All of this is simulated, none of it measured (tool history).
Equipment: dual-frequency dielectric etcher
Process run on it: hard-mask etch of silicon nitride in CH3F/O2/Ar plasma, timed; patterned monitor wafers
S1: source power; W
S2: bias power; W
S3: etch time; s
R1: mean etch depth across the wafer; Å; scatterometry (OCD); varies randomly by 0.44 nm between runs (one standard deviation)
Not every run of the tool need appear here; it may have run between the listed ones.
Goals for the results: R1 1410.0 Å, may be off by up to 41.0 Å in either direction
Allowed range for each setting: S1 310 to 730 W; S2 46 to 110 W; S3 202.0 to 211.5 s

{"run": 1, "day": 0.0, "S1": 520, "S2": 78, "S3": 202.0, "R1": 1688.6}
{"run": 2, "day": 0.175, "S1": 520, "S2": 87, "S3": 202.0, "R1": 1722.9}
{"run": 3, "day": 0.321, "S1": 460, "S2": 82, "S3": 202.0, "R1": 1619.0}
{"run": 4, "day": 0.662, "S1": 460, "S2": 82, "S3": 211.5, "R1": 1695.8}
{"run": 5, "day": 0.954, "S1": 430, "S2": 79, "S3": 209.5, "R1": 1616.8}
{"run": 6, "day": 1.15, "S1": 400, "S2": 77, "S3": 208.5, "R1": 1557.8}
{"run": 7, "day": 1.325, "S1": 380, "S2": 75, "S3": 207.5, "R1": 1505.1}
{"run": 8, "day": 1.538, "S1": 370, "S2": 74, "S3": 207.5, "R1": 1483.3}
{"run": 9, "day": 1.85, "S1": 320, "S2": 70, "S3": 206.5, "R1": 1358.5}

Exercise: of the 5 proposed moves below, exactly one satisfies all targets within the stated allowed misses. Which move is it?
{"run": "A", "day": 2.162, "S1": 320, "S2": 67, "S3": 204.5, "R1": "?"}
{"run": "B", "day": 2.162, "S1": 310, "S2": 64, "S3": 203.5, "R1": "?"}
{"run": "C", "day": 2.162, "S1": 370, "S2": 56, "S3": 205.0, "R1": "?"}
{"run": "D", "day": 2.162, "S1": 310, "S2": 71, "S3": 205.5, "R1": "?"}
{"run": "E", "day": 2.162, "S1": 310, "S2": 59, "S3": 206.0, "R1": "?"}

move=A R1=1344.7
move=B R1=1308.0
move=C R1=1400.7
move=D R1=1344.9
move=E R1=1306.5
A: further off than the last run
B: further off than the last run
C: meets every target
D: further off than the last run
E: further off than the last run
Move C is the one to make.

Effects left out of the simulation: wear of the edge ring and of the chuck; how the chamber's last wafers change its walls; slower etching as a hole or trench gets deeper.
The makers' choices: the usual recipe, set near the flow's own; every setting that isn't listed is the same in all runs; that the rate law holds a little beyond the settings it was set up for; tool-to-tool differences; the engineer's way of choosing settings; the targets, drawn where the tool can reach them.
